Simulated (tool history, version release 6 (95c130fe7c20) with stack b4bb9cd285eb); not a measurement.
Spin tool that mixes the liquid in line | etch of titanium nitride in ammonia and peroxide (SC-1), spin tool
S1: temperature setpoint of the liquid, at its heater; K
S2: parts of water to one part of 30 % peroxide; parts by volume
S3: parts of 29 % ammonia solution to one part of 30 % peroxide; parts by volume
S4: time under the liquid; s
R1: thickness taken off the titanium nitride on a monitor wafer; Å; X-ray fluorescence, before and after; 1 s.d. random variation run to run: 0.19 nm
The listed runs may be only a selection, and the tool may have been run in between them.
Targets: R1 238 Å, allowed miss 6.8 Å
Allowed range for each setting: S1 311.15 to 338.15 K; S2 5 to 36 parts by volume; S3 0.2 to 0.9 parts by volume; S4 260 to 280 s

run  hour      S1    S2   S3   S4      R1
  1     0  322.15    20  0.5  260  70.332
  2     6  327.65    20  0.5  260  101.36
  3  14.1  328.65  19.5  0.5  260  110.09
  4    23  328.65  19.5  0.5  280  119.15
  5  28.3  329.65    19  0.5  280  127.26
  6    35  329.65    19  0.5  260  119.33
  7  39.5  330.65  18.5  0.5  260  128.51
  8  43.8  331.65    18  0.5  260  138.58
  9  45.1  332.15  17.5  0.5  260  146.43
 10  53.9  332.65    17  0.5  260  154.67
 11  54.6  333.15    17  0.5  260  159.14
 12  60.7  333.65    17  0.5  260  166.34
 13    69  334.15    17  0.5  260  171.16
 14  72.4  334.65    17  0.5  260   174.8

Which one of the following 5 next-run settings gets every result inside its allowed miss? There is exactly one.
  A  75.8  338.15  17.5  0.65  270   ?
  B  75.8  338.15  15.5   0.5  280   ?
  C  75.8  331.15    17  0.55  280   ?
  D  75.8  331.15  20.5   0.5  275   ?
  E  75.8  336.15   8.5  0.55  260   ?

move      R1
   A  237.89
   B  251.43
   C  154.32
   D  134.24
   E     287
A: every result lands within tolerance
B: takes the biggest miss from the last run beyond its target
C: misses by more than the last run did
D: misses by more than the last run did
E: takes the biggest miss from the last run beyond its target
A is the move that brings every result within its allowed miss.

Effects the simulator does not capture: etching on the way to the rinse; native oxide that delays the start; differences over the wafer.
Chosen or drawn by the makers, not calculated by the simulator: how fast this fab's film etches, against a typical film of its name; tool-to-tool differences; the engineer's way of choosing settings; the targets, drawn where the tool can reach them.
